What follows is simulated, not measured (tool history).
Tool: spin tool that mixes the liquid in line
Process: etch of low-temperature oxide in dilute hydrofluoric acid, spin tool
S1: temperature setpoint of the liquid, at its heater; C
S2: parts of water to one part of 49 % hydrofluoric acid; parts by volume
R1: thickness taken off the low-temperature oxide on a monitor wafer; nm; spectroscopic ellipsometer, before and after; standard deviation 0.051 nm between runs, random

run 1 day=0 | S1=24 S2=190 time_under_the_liquid_(s)=115 | R1=8.0055
run 2 day=0.275 | S1=22 S2=190 time_under_the_liquid_(s)=115 | R1=7.4289
run 3 day=0.346 | S1=20.5 S2=190 time_under_the_liquid_(s)=115 | R1=7.0468
run 4 day=0.654 | S1=20.5 S2=190 time_under_the_liquid_(s)=115 | R1=7.0464
run 5 day=0.888 | S1=20.5 S2=165 time_under_the_liquid_(s)=115 | R1=8.2584
run 6 day=1.004 | S1=20.5 S2=165 time_under_the_liquid_(s)=115 | R1=8.2843
run 7 day=1.146 | S1=19.5 S2=175 time_under_the_liquid_(s)=115 | R1=7.3948
run 8 day=1.2 | S1=19 S2=180 time_under_the_liquid_(s)=115 | R1=7.12
run 9 day=1.325 | S1=18.5 S2=185 time_under_the_liquid_(s)=115 | R1=6.7019
run 10 day=1.471 | S1=18 S2=185 time_under_the_liquid_(s)=115 | R1=6.6403
run 11 day=1.746 | S1=18 S2=185 time_under_the_liquid_(s)=115 | R1=6.5137

For run 12, what comes out?
run 12 day=2 | S1=17.5 S2=185 time_under_the_liquid_(s)=115 | R1=?

{"run 12": {"R1": 6.4785}}
